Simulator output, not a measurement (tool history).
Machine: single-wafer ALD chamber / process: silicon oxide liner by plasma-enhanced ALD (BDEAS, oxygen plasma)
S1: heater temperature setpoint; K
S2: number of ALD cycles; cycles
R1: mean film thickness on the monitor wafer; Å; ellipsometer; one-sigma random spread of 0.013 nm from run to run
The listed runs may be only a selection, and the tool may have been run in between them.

run 1 day=0 | S1=588.15 S2=44 | R1=36.223
run 2 day=0.1 | S1=597.15 S2=44 | R1=35.554
run 3 day=0.442 | S1=594.15 S2=45 | R1=36.624
run 4 day=0.775 | S1=592.15 S2=46 | R1=37.5
run 5 day=1.133 | S1=599.15 S2=46 | R1=37.044
run 6 day=1.267 | S1=596.15 S2=46 | R1=37.355
run 7 day=1.488 | S1=594.15 S2=46 | R1=37.537

The next listed run, before its measurement:
run 8 day=1.512 | S1=592.15 S2=46 | R1=?

For run 8 the tool returned R1 37.549 Å.

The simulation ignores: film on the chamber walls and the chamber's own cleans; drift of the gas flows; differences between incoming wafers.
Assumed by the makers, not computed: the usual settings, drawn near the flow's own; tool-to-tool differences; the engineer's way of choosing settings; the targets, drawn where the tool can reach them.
